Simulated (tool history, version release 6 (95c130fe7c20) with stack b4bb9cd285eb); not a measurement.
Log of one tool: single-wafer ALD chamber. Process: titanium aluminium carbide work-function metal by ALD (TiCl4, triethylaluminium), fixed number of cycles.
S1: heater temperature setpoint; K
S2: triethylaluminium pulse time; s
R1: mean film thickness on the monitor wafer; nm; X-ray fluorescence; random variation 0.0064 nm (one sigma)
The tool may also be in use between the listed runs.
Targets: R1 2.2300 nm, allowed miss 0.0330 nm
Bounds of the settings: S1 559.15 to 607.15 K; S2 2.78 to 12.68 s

Run 1, hour 0.0: S1 583.15 K, S2 7.73 s. Result: R1 1.9946 nm.
Run 2, hour 5.9: S1 583.15 K, S2 6.44 s. Result: R1 1.9191 nm.
Run 3, hour 6.9: S1 587.15 K, S2 6.44 s. Result: R1 1.9454 nm.
Run 4, hour 11.4: S1 593.15 K, S2 7.36 s. Result: R1 2.0584 nm.
Run 5, hour 13.9: S1 593.15 K, S2 5.42 s. Result: R1 1.8784 nm.
Run 6, hour 20.5: S1 596.15 K, S2 6.57 s. Result: R1 2.0229 nm.
Run 7, hour 24.7: S1 599.15 K, S2 7.06 s. Result: R1 2.0821 nm.
Run 8, hour 25.3: S1 601.15 K, S2 7.42 s. Result: R1 2.1169 nm.

5 next moves are on the table. One of them brings every result within its allowed miss. Which?
Run A, hour 25.9: S1 600.15 K, S2 7.15 s. Result: R1 ?.
Run B, hour 25.9: S1 600.15 K, S2 10.11 s. Result: R1 ?.
Run C, hour 25.9: S1 603.15 K, S2 6.32 s. Result: R1 ?.
Run D, hour 25.9: S1 602.15 K, S2 8.14 s. Result: R1 ?.
Run E, hour 25.9: S1 601.15 K, S2 5.62 s. Result: R1 ?.

move      R1
   A  2.0939
   B  2.2178
   C  2.0513
   D  2.1650
   E  1.9667
A: further off than the last run
B: meets every target
C: further off than the last run
D: nearer than the last run, and not there yet
E: further off than the last run
The right move is B.
